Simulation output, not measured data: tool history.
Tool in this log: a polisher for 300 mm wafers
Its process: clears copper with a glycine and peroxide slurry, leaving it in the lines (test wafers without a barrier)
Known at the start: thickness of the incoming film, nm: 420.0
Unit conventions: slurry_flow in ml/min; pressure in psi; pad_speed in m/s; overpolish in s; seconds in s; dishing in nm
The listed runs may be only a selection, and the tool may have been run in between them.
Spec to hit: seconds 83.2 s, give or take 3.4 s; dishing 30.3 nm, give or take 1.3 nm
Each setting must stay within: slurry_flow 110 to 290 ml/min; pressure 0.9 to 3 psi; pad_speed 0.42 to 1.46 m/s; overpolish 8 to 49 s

Run 1, hour 0: slurry_flow 185 ml/min, pressure 1.9 psi, pad_speed 0.94 m/s, overpolish 25 s. Result: seconds 124.08 s, dishing 56.4 nm.
Run 2, hour 2.5: slurry_flow 185 ml/min, pressure 2.4 psi, pad_speed 0.94 m/s, overpolish 25 s. Result: seconds 106.77 s, dishing 64.31 nm.
Run 3, hour 11.2: slurry_flow 185 ml/min, pressure 2.6 psi, pad_speed 0.94 m/s, overpolish 25 s. Result: seconds 102.97 s, dishing 66.214 nm.
Run 4, hour 15.3: slurry_flow 210 ml/min, pressure 2.2 psi, pad_speed 1.06 m/s, overpolish 21 s. Result: seconds 102.85 s, dishing 56.049 nm.
Run 5, hour 18.8: slurry_flow 230 ml/min, pressure 2 psi, pad_speed 1.16 m/s, overpolish 18 s. Result: seconds 103.68 s, dishing 49.407 nm.
Run 6, hour 20.4: slurry_flow 245 ml/min, pressure 1.9 psi, pad_speed 1.24 m/s, overpolish 16 s. Result: seconds 100.95 s, dishing 46.255 nm.
Run 7, hour 24: slurry_flow 255 ml/min, pressure 1.8 psi, pad_speed 1.3 m/s, overpolish 14 s. Result: seconds 100.79 s, dishing 40.908 nm.
Run 8, hour 30: slurry_flow 265 ml/min, pressure 1.8 psi, pad_speed 1.34 m/s, overpolish 13 s. Result: seconds 100.17 s, dishing 39.371 nm.
Run 9, hour 36.3: slurry_flow 270 ml/min, pressure 1.8 psi, pad_speed 1.36 m/s, overpolish 12 s. Result: seconds 97.376 s, dishing 36.501 nm.

Exactly one of the 4 candidate moves below puts every result within its allowed miss. Which one?
Run A, hour 42.6: slurry_flow 290 ml/min, pressure 2.1 psi, pad_speed 1.46 m/s, overpolish 8 s. Result: seconds ?, dishing ?.
Run B, hour 42.6: slurry_flow 285 ml/min, pressure 1.9 psi, pad_speed 1.36 m/s, overpolish 8 s. Result: seconds ?, dishing ?.
Run C, hour 42.6: slurry_flow 270 ml/min, pressure 1.9 psi, pad_speed 1.44 m/s, overpolish 8 s. Result: seconds ?, dishing ?.
Run D, hour 42.6: slurry_flow 205 ml/min, pressure 1.9 psi, pad_speed 1.46 m/s, overpolish 8 s. Result: seconds ?, dishing ?.

move  seconds  dishing
   A   85.203   29.465
   B   95.475   26.603
   C   92.499   27.342
   D   94.754   26.756
A: every result lands within tolerance
B: takes the biggest miss from the last run beyond its target
C: takes the biggest miss from the last run beyond its target
D: takes the biggest miss from the last run beyond its target
Go with A: it meets all targets.
